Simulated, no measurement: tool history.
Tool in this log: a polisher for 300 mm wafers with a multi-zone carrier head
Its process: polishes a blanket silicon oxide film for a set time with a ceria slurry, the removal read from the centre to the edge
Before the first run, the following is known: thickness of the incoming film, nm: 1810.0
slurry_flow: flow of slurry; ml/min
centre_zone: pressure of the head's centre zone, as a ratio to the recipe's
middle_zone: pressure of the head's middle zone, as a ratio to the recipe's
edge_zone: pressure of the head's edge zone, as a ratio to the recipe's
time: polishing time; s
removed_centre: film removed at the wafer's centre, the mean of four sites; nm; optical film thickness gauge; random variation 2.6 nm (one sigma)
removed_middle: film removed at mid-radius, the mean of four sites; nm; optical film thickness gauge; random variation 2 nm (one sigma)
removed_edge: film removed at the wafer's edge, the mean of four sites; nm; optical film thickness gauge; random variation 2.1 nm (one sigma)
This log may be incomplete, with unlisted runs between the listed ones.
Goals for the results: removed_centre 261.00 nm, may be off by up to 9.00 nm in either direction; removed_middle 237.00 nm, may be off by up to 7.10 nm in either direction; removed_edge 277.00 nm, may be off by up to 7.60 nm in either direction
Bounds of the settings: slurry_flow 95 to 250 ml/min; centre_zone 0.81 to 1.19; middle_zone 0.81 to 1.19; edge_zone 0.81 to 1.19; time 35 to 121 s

run 1 day=0.000 | slurry_flow=160 centre_zone=1.00 middle_zone=1.00 edge_zone=1.00 time=78 | removed_centre=446.80 removed_middle=454.71 removed_edge=440.31
run 2 day=0.375 | slurry_flow=160 centre_zone=1.00 middle_zone=1.00 edge_zone=1.00 time=96 | removed_centre=544.81 removed_middle=570.86 removed_edge=547.97
run 3 day=0.688 | slurry_flow=160 centre_zone=1.00 middle_zone=1.00 edge_zone=1.00 time=104 | removed_centre=601.51 removed_middle=598.44 removed_edge=595.92
run 4 day=1.021 | slurry_flow=150 centre_zone=1.00 middle_zone=0.97 edge_zone=1.02 time=93 | removed_centre=526.20 removed_middle=533.75 removed_edge=524.73
run 5 day=1.262 | slurry_flow=125 centre_zone=1.00 middle_zone=0.97 edge_zone=1.02 time=93 | removed_centre=502.58 removed_middle=501.03 removed_edge=513.07
run 6 day=1.629 | slurry_flow=125 centre_zone=1.00 middle_zone=0.97 edge_zone=1.07 time=93 | removed_centre=499.59 removed_middle=499.67 removed_edge=514.31
run 7 day=1.983 | slurry_flow=120 centre_zone=1.00 middle_zone=0.94 edge_zone=1.09 time=85 | removed_centre=452.54 removed_middle=446.83 removed_edge=474.51
run 8 day=2.275 | slurry_flow=115 centre_zone=1.00 middle_zone=0.92 edge_zone=1.09 time=78 | removed_centre=404.17 removed_middle=393.37 removed_edge=432.82
run 9 day=2.496 | slurry_flow=115 centre_zone=1.00 middle_zone=0.91 edge_zone=1.07 time=73 | removed_centre=380.21 removed_middle=362.50 removed_edge=408.74
run 10 day=2.783 | slurry_flow=115 centre_zone=1.00 middle_zone=0.91 edge_zone=1.06 time=68 | removed_centre=357.62 removed_middle=342.74 removed_edge=376.37
run 11 day=2.862 | slurry_flow=95 centre_zone=0.98 middle_zone=0.81 edge_zone=1.06 time=46 | removed_centre=217.55 removed_middle=197.05 removed_edge=242.03
run 12 day=3.188 | slurry_flow=110 centre_zone=0.98 middle_zone=0.81 edge_zone=1.06 time=46 | removed_centre=232.15 removed_middle=210.72 removed_edge=247.03
run 13 day=3.433 | slurry_flow=115 centre_zone=0.98 middle_zone=0.81 edge_zone=1.08 time=46 | removed_centre=236.83 removed_middle=211.69 removed_edge=255.99
run 14 day=3.525 | slurry_flow=120 centre_zone=0.98 middle_zone=0.81 edge_zone=1.08 time=46 | removed_centre=238.66 removed_middle=215.32 removed_edge=257.98

Next run, 4 choices. One meets every target within its allowed miss, the rest don't. Which?
run A day=3.617 | slurry_flow=150 centre_zone=1.01 middle_zone=0.82 edge_zone=1.07 time=51 | removed_centre=? removed_middle=? removed_edge=?
run B day=3.617 | slurry_flow=120 centre_zone=1.03 middle_zone=0.87 edge_zone=1.13 time=48 | removed_centre=? removed_middle=? removed_edge=?
run C day=3.617 | slurry_flow=120 centre_zone=0.96 middle_zone=0.85 edge_zone=1.07 time=52 | removed_centre=? removed_middle=? removed_edge=?
run D day=3.617 | slurry_flow=130 centre_zone=0.94 middle_zone=0.85 edge_zone=1.10 time=52 | removed_centre=? removed_middle=? removed_edge=?

move=A removed_centre=286.49 removed_middle=252.60 removed_edge=298.06
move=B removed_centre=258.58 removed_middle=235.18 removed_edge=276.88
move=C removed_centre=260.92 removed_middle=250.53 removed_edge=292.29
move=D removed_centre=261.70 removed_middle=255.91 removed_edge=300.60
A: moves the result that the last run missed by most past its target, out the other side
B: in spec on every target
C: moves the result that the last run missed by most past its target, out the other side
D: moves the result that the last run missed by most past its target, out the other side
Correct choice: B, which meets every target
